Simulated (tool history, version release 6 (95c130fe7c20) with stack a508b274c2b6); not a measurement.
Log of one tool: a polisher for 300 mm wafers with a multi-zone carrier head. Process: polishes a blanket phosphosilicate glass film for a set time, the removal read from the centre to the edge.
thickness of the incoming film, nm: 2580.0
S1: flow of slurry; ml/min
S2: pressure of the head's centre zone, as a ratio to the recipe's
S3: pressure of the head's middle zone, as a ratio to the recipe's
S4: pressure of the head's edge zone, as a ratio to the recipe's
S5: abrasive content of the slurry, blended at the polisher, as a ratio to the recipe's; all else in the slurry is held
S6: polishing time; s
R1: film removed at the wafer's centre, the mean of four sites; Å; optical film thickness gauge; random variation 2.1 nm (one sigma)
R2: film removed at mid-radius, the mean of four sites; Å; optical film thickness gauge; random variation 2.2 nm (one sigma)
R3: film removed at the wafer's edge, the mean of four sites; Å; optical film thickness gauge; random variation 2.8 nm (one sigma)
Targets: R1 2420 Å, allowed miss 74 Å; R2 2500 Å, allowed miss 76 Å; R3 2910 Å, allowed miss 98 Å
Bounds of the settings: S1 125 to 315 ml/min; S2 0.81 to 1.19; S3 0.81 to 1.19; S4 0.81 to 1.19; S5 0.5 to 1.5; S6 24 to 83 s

{"run": 1, "hour": 0.0, "S1": 205, "S2": 1, "S3": 1, "S4": 1, "S5": 1, "S6": 53, "R1": 4216.5, "R2": 4656.4, "R3": 4617.6}
{"run": 2, "hour": 8.3, "S1": 185, "S2": 1, "S3": 1, "S4": 1, "S5": 1, "S6": 53, "R1": 4137.3, "R2": 4598.5, "R3": 4594.5}
{"run": 3, "hour": 9.0, "S1": 180, "S2": 0.98, "S3": 0.95, "S4": 0.99, "S5": 0.85, "S6": 50, "R1": 3586.7, "R2": 3927.4, "R3": 4012.2}
{"run": 4, "hour": 15.9, "S1": 180, "S2": 0.98, "S3": 0.95, "S4": 0.99, "S5": 0.85, "S6": 40, "R1": 2888, "R2": 3072.5, "R3": 3225.7}
{"run": 5, "hour": 18.5, "S1": 180, "S2": 0.98, "S3": 0.95, "S4": 0.99, "S5": 0.7, "S6": 40, "R1": 2634, "R2": 2861.2, "R3": 3017.8}
{"run": 6, "hour": 20.1, "S1": 175, "S2": 0.97, "S3": 0.92, "S4": 0.99, "S5": 0.7, "S6": 40, "R1": 2584.4, "R2": 2757.9, "R3": 2978.2}
{"run": 7, "hour": 22.0, "S1": 170, "S2": 0.96, "S3": 0.9, "S4": 0.99, "S5": 0.7, "S6": 40, "R1": 2571.6, "R2": 2722, "R3": 3016.8}
{"run": 8, "hour": 23.0, "S1": 165, "S2": 0.95, "S3": 0.88, "S4": 0.98, "S5": 0.7, "S6": 40, "R1": 2524.8, "R2": 2629.4, "R3": 2960}
{"run": 9, "hour": 25.0, "S1": 160, "S2": 0.94, "S3": 0.87, "S4": 0.98, "S5": 0.7, "S6": 40, "R1": 2455.7, "R2": 2650.3, "R3": 2927.2}

5 next moves are on the table. One of them brings every result within its allowed miss. Which?
{"run": "A", "hour": 27.0, "S1": 125, "S2": 0.88, "S3": 0.95, "S4": 0.82, "S5": 0.85, "S6": 40, "R1": "?", "R2": "?", "R3": "?"}
{"run": "B", "hour": 27.0, "S1": 215, "S2": 0.95, "S3": 0.87, "S4": 1.07, "S5": 0.6, "S6": 39, "R1": "?", "R2": "?", "R3": "?"}
{"run": "C", "hour": 27.0, "S1": 155, "S2": 0.9, "S3": 0.91, "S4": 0.98, "S5": 0.6, "S6": 44, "R1": "?", "R2": "?", "R3": "?"}
{"run": "D", "hour": 27.0, "S1": 180, "S2": 0.85, "S3": 0.87, "S4": 0.95, "S5": 0.65, "S6": 42, "R1": "?", "R2": "?", "R3": "?"}
{"run": "E", "hour": 27.0, "S1": 170, "S2": 0.95, "S3": 0.82, "S4": 1.01, "S5": 0.65, "S6": 42, "R1": "?", "R2": "?", "R3": "?"}

move=A R1=2345.2 R2=2908.9 R3=2806.3
move=B R1=2431 R2=2555.3 R3=2920.6
move=C R1=2434.8 R2=2827.3 R3=3025.2
move=D R1=2338.8 R2=2764.8 R3=3002.8
move=E R1=2588.1 R2=2605 R3=3070.7
A: further off than the last run
B: meets every target
C: further off than the last run
D: further off than the last run
E: further off than the last run
The right move is B.
